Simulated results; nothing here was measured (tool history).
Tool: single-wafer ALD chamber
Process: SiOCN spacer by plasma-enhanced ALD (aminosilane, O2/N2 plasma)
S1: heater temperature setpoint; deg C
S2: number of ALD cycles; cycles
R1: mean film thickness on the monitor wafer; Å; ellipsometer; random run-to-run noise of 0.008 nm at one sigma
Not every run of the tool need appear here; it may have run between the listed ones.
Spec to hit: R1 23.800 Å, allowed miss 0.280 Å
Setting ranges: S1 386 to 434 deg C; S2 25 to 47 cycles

run 1 hour=0.0 | S1=410 S2=36 | R1=20.629
run 2 hour=4.8 | S1=407 S2=36 | R1=20.575
run 3 hour=13.6 | S1=406 S2=37 | R1=21.301
run 4 hour=21.4 | S1=405 S2=37 | R1=21.457
run 5 hour=25.9 | S1=403 S2=37 | R1=21.502
run 6 hour=30.2 | S1=401 S2=37 | R1=21.638
run 7 hour=32.3 | S1=389 S2=39 | R1=23.220
run 8 hour=34.8 | S1=388 S2=39 | R1=23.204

5 next moves are on the table. One of them brings every result within its allowed miss. Which?
run A hour=37.3 | S1=387 S2=38 | R1=?
run B hour=37.3 | S1=388 S2=38 | R1=?
run C hour=37.3 | S1=411 S2=40 | R1=?
run D hour=37.3 | S1=389 S2=37 | R1=?
run E hour=37.3 | S1=390 S2=40 | R1=?

move=A R1=22.588
move=B R1=22.588
move=C R1=22.794
move=D R1=21.994
move=E R1=23.777
A: moves away from the targets compared with the last run
B: moves away from the targets compared with the last run
C: moves away from the targets compared with the last run
D: moves away from the targets compared with the last run
E: every result lands within tolerance
E is the move that brings every result within its allowed miss.
